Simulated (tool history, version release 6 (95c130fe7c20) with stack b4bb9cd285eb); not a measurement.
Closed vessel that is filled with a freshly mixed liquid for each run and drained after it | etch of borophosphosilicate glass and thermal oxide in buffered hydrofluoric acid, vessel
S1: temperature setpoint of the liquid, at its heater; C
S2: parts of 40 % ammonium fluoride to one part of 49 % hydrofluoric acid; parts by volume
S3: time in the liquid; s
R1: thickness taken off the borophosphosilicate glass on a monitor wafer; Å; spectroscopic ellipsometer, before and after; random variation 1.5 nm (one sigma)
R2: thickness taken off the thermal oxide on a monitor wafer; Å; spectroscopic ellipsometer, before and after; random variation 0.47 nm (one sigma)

run 1 hour=0 | S1=21 S2=11 S3=60 | R1=1438.5 R2=596.74
run 2 hour=6.1 | S1=21 S2=11 S3=40 | R1=954.27 R2=397.98
run 3 hour=8.8 | S1=21 S2=11 S3=30 | R1=716.87 R2=301.51
run 4 hour=15.2 | S1=21 S2=11 S3=45 | R1=1077.9 R2=449.24
run 5 hour=16.9 | S1=24 S2=11 S3=45 | R1=1255.6 R2=529.18
run 6 hour=19.7 | S1=25.5 S2=9 S3=45 | R1=1616.7 R2=674.9
run 7 hour=29 | S1=26.5 S2=7.5 S3=45 | R1=2068.8 R2=865.67

The next listed run, before its measurement:
run 8 hour=30.5 | S1=27.5 S2=7 S3=45 | R1=? R2=?

{"run 8": {"R1": 2390.9, "R2": 981.98}}
